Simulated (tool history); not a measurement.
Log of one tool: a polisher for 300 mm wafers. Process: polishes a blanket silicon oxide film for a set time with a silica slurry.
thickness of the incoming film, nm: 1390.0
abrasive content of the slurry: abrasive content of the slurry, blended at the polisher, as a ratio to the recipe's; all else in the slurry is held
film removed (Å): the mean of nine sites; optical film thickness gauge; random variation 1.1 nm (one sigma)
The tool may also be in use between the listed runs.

| run | hour | flow of slurry (ml/min) | pressure of the wafer on the pad (psi) | speed of the pad under the wafer (m/s) | abrasive content of the slurry | polishing time (s) | film removed (Å) |
|---|---|---|---|---|---|---|---|
| 1 | 0.0 | 285 | 3.8 | 1.28 | 1.00 | 32 | 932.23 |
| 2 | 1.9 | 315 | 3.8 | 1.28 | 1.00 | 32 | 936.46 |
| 3 | 4.6 | 315 | 3.8 | 1.28 | 0.85 | 32 | 872.65 |
| 4 | 11.5 | 315 | 4.1 | 1.28 | 0.85 | 32 | 939.53 |
| 5 | 17.4 | 315 | 4.1 | 1.60 | 0.85 | 32 | 1118.60 |
| 6 | 18.0 | 315 | 4.2 | 1.60 | 0.85 | 32 | 1141.70 |
| 7 | 22.2 | 315 | 4.3 | 1.60 | 0.85 | 32 | 1173.40 |

Forecast run 8:
| 8 | 23.4 | 315 | 4.4 | 1.60 | 0.85 | 32 | ? |

Run 8 gave film removed (Å) 1200.70.
